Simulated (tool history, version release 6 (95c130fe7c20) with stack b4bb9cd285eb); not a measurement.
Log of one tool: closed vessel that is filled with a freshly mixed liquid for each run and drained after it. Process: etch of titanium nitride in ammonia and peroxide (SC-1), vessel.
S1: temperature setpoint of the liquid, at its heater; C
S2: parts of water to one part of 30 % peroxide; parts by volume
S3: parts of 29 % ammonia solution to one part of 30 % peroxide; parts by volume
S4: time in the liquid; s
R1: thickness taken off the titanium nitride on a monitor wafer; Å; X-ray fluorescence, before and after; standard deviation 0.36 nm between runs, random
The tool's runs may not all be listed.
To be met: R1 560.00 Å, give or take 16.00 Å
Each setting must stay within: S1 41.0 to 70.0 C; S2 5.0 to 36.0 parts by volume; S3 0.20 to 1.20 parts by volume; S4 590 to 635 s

Run 1, hour 0.0: S1 57.0 C, S2 20.0 parts by volume, S3 0.80 parts by volume, S4 590 s. Result: R1 837.92 Å.
Run 2, hour 8.4: S1 55.5 C, S2 20.0 parts by volume, S3 0.80 parts by volume, S4 590 s. Result: R1 769.05 Å.
Run 3, hour 14.9: S1 55.5 C, S2 22.5 parts by volume, S3 0.80 parts by volume, S4 590 s. Result: R1 721.07 Å.
Run 4, hour 22.3: S1 60.5 C, S2 22.5 parts by volume, S3 0.80 parts by volume, S4 590 s. Result: R1 996.76 Å.
Run 5, hour 25.4: S1 58.5 C, S2 22.5 parts by volume, S3 0.80 parts by volume, S4 590 s. Result: R1 880.82 Å.
Run 6, hour 26.7: S1 54.0 C, S2 22.5 parts by volume, S3 0.80 parts by volume, S4 590 s. Result: R1 653.68 Å.
Run 7, hour 35.7: S1 53.5 C, S2 22.5 parts by volume, S3 0.80 parts by volume, S4 590 s. Result: R1 630.19 Å.
Run 8, hour 37.1: S1 53.0 C, S2 22.5 parts by volume, S3 0.80 parts by volume, S4 590 s. Result: R1 611.79 Å.
Run 9, hour 41.7: S1 52.5 C, S2 22.5 parts by volume, S3 0.80 parts by volume, S4 590 s. Result: R1 589.39 Å.

Which of these 5 next moves meets every target?
Run A, hour 46.3: S1 55.0 C, S2 27.0 parts by volume, S3 0.70 parts by volume, S4 590 s. Result: R1 ?.
Run B, hour 46.3: S1 52.5 C, S2 21.0 parts by volume, S3 0.80 parts by volume, S4 590 s. Result: R1 ?.
Run C, hour 46.3: S1 50.0 C, S2 21.0 parts by volume, S3 0.95 parts by volume, S4 620 s. Result: R1 ?.
Run D, hour 46.3: S1 52.5 C, S2 24.5 parts by volume, S3 0.90 parts by volume, S4 625 s. Result: R1 ?.
Run E, hour 46.3: S1 51.5 C, S2 18.5 parts by volume, S3 0.75 parts by volume, S4 590 s. Result: R1 ?.

move      R1
   A  612.07
   B  609.02
   C  555.18
   D  604.88
   E  602.66
A: the biggest miss grows against the last run
B: the biggest miss grows against the last run
C: all results land within tolerance of their targets
D: the biggest miss grows against the last run
E: the biggest miss grows against the last run
Go with C: it meets all targets.
